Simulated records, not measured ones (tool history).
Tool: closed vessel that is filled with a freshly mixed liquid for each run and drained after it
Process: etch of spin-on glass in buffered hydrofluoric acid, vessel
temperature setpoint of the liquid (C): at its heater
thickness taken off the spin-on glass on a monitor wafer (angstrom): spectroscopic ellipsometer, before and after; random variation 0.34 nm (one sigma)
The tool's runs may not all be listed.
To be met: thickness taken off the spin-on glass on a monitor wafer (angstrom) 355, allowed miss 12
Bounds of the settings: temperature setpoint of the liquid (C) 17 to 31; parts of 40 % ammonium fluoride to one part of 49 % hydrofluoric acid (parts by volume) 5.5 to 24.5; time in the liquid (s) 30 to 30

run,hour,temperature setpoint of the liquid (C),parts of 40 % ammonium fluoride to one part of 49 % hydrofluoric acid (parts by volume),time in the liquid (s),thickness taken off the spin-on glass on a monitor wafer (angstrom)
1,0,23,15,30,595.02
2,1.3,22.5,15.5,30,548.08
3,2.7,22.5,13.5,30,631.87
4,10.3,22.5,11.5,30,736.34
5,17.1,22.5,15,30,581.5
6,24.9,22,15.5,30,545.82
7,31.8,21.5,16,30,505.58
8,33.4,21,16,30,500.93
9,38.5,17,19,30,334.72

Which of these 4 next moves meets every target?
A,43.6,18,21,30,?
B,43.6,18,20.5,30,?
C,43.6,17,18,30,?
D,43.6,17,20,30,?

move,thickness taken off the spin-on glass on a monitor wafer (angstrom)
A,324.52
B,329.97
C,351.83
D,317.01
A: further off than the last run
B: further off than the last run
C: meets every target
D: further off than the last run
The right move is C.

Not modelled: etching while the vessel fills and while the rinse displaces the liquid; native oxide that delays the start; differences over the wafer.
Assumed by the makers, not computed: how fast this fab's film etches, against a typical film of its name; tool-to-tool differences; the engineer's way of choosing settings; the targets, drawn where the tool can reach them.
